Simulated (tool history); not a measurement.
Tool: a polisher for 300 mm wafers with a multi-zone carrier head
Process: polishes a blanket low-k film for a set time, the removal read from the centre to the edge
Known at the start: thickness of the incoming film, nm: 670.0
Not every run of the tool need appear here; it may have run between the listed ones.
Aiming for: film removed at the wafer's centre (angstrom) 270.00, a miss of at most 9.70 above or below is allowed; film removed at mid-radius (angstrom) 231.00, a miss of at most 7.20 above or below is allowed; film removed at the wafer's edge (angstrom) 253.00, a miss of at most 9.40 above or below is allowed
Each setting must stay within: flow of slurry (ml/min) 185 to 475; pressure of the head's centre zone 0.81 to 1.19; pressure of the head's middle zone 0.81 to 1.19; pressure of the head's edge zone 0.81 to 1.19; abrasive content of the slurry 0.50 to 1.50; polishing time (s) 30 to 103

run	hour	flow of slurry (ml/min)	pressure of the head's centre zone	pressure of the head's middle zone	pressure of the head's edge zone	abrasive content of the slurry	polishing time (s)	film removed at the wafer's centre (angstrom)	film removed at mid-radius (angstrom)	film removed at the wafer's edge (angstrom)
1	0.0	305	1.00	1.00	1.00	1.00	66	210.61	209.88	205.72
2	3.1	305	1.00	1.00	1.06	1.00	66	216.14	210.21	208.23
3	7.3	305	1.00	0.99	1.07	1.05	66	215.34	211.29	219.57
4	8.3	305	1.00	0.99	1.00	1.05	66	219.11	210.74	210.56
5	12.0	310	1.01	0.99	1.02	1.10	66	224.74	215.94	215.86
6	14.3	310	1.02	0.98	1.04	1.15	66	229.17	214.44	222.33
7	19.1	310	1.03	0.98	1.05	1.20	66	237.78	221.33	228.91
8	22.6	310	1.03	0.98	1.05	1.20	66	237.25	225.12	228.56
9	28.0	310	1.04	0.97	1.07	1.20	66	241.01	219.18	228.78
10	29.0	310	1.05	0.97	1.08	1.25	66	242.85	225.30	235.31
11	36.0	315	1.06	0.96	1.09	1.25	66	249.76	224.24	241.19
12	39.9	320	1.07	0.96	1.09	1.25	66	252.32	222.17	238.69
13	46.7	325	1.08	0.96	1.10	1.25	66	253.52	220.54	241.75
14	53.1	330	1.09	0.97	1.10	1.25	66	253.25	221.97	241.94

Exercise: of the 5 proposed moves below, exactly one satisfies all targets within the stated allowed misses. Which move is it?
A	59.5	415	1.04	0.89	1.19	1.45	68	?	?	?
B	59.5	315	1.13	0.98	1.17	1.00	74	?	?	?
C	59.5	425	1.02	0.95	1.19	1.40	70	?	?	?
D	59.5	435	1.01	0.92	0.95	1.35	72	?	?	?
E	59.5	340	1.15	0.97	1.19	1.15	75	?	?	?

move	film removed at the wafer's centre (angstrom)	film removed at mid-radius (angstrom)	film removed at the wafer's edge (angstrom)
A	271.64	229.09	269.85
B	270.20	227.34	245.77
C	271.21	246.16	274.28
D	272.77	243.56	249.10
E	298.29	244.31	268.50
A: puts the biggest miss on target and leaves a different result outside tolerance
B: all results in spec
C: puts the biggest miss on target and leaves a different result outside tolerance
D: puts the biggest miss on target and leaves a different result outside tolerance
E: pushes the last run's worst result past its target
Answer: B
